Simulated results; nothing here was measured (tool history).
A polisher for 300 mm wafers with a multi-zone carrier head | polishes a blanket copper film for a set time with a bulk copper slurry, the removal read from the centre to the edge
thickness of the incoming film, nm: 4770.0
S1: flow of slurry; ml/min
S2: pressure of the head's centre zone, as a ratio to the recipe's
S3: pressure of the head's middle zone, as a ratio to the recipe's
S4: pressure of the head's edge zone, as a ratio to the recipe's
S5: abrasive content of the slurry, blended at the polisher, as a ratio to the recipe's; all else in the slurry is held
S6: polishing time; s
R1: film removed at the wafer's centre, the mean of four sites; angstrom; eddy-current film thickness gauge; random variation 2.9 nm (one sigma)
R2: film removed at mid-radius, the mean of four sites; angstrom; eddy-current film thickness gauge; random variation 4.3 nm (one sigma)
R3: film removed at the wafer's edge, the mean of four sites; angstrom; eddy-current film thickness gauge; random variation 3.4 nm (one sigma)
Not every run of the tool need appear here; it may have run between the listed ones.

| run | hour | S1 | S2 | S3 | S4 | S5 | S6 | R1 | R2 | R3 |
|---|---|---|---|---|---|---|---|---|---|---|
| 1 | 0.0 | 260 | 1.00 | 1.00 | 1.00 | 1.00 | 61 | 3561.1 | 3736.8 | 3602.2 |
| 2 | 8.0 | 260 | 1.00 | 1.00 | 1.00 | 1.00 | 52 | 3051.5 | 3135.4 | 3051.1 |
| 3 | 14.8 | 255 | 0.97 | 1.02 | 1.01 | 1.00 | 52 | 2931.0 | 3166.9 | 3188.1 |
| 4 | 21.2 | 255 | 0.97 | 1.02 | 1.01 | 1.00 | 37 | 2125.7 | 2296.6 | 2180.8 |
| 5 | 24.6 | 255 | 1.02 | 1.02 | 1.01 | 1.00 | 37 | 2195.4 | 2270.4 | 2249.0 |
| 6 | 32.0 | 260 | 1.00 | 1.05 | 1.02 | 1.10 | 38 | 2267.8 | 2411.4 | 2327.8 |
| 7 | 35.9 | 260 | 0.97 | 1.07 | 1.03 | 1.15 | 40 | 2373.2 | 2592.1 | 2467.6 |

Predict the results of run 8:
| 8 | 37.9 | 255 | 0.94 | 1.09 | 1.04 | 1.15 | 42 | ? | ? | ? |

{"run 8": {"R1": 2404.4, "R2": 2731.2, "R3": 2613.4}}
